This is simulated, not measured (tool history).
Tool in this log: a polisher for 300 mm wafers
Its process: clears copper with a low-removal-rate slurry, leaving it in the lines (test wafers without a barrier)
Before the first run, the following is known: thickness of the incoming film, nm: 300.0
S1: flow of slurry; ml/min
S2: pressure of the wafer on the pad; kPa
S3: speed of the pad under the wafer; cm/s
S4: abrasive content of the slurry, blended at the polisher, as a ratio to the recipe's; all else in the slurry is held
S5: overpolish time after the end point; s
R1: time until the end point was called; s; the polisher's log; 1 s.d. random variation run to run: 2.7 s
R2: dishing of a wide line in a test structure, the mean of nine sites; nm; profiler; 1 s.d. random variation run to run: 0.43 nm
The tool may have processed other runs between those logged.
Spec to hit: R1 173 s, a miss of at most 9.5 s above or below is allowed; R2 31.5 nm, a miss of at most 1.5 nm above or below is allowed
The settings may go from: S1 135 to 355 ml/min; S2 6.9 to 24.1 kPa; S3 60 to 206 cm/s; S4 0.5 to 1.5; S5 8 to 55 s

run 1 hour=0 | S1=225 S2=15.2 S3=132 S4=1 S5=28 | R1=113.01 R2=47.714
run 2 hour=8 | S1=225 S2=13.1 S3=132 S4=1 S5=28 | R1=128.73 R2=41.82
run 3 hour=16.4 | S1=225 S2=11.7 S3=132 S4=1 S5=28 | R1=141.13 R2=39.723
run 4 hour=23.1 | S1=225 S2=11 S3=132 S4=1 S5=27 | R1=149.73 R2=35.149
run 5 hour=24.6 | S1=225 S2=7.6 S3=132 S4=1 S5=27 | R1=211.41 R2=25.409
run 6 hour=25.6 | S1=225 S2=8.3 S3=132 S4=1 S5=27 | R1=202.8 R2=27.463
run 7 hour=28.8 | S1=230 S2=11 S3=134 S4=1 S5=26 | R1=149.34 R2=35.336
run 8 hour=36.5 | S1=210 S2=11 S3=134 S4=1 S5=27 | R1=149.49 R2=35.644
run 9 hour=41.6 | S1=210 S2=10.3 S3=134 S4=1 S5=27 | R1=165.55 R2=33.539

Which single option among these 4 for the next run brings every result within its allowed miss of target? Just one does.
run A hour=46.7 | S1=140 S2=9.7 S3=142 S4=1.05 S5=27 | R1=? R2=?
run B hour=46.7 | S1=170 S2=9.7 S3=116 S4=1.1 S5=27 | R1=? R2=?
run C hour=46.7 | S1=205 S2=9 S3=126 S4=1.1 S5=35 | R1=? R2=?
run D hour=46.7 | S1=195 S2=9 S3=124 S4=1.2 S5=27 | R1=? R2=?

move=A R1=167.87 R2=31.21
move=B R1=193.81 R2=27.523
move=C R1=186.45 R2=35.41
move=D R1=185.68 R2=28.448
A: in spec on every target
B: takes the result that was furthest off past its target
C: further off than the last run
D: takes the result that was furthest off past its target
Go with A: it meets all targets.

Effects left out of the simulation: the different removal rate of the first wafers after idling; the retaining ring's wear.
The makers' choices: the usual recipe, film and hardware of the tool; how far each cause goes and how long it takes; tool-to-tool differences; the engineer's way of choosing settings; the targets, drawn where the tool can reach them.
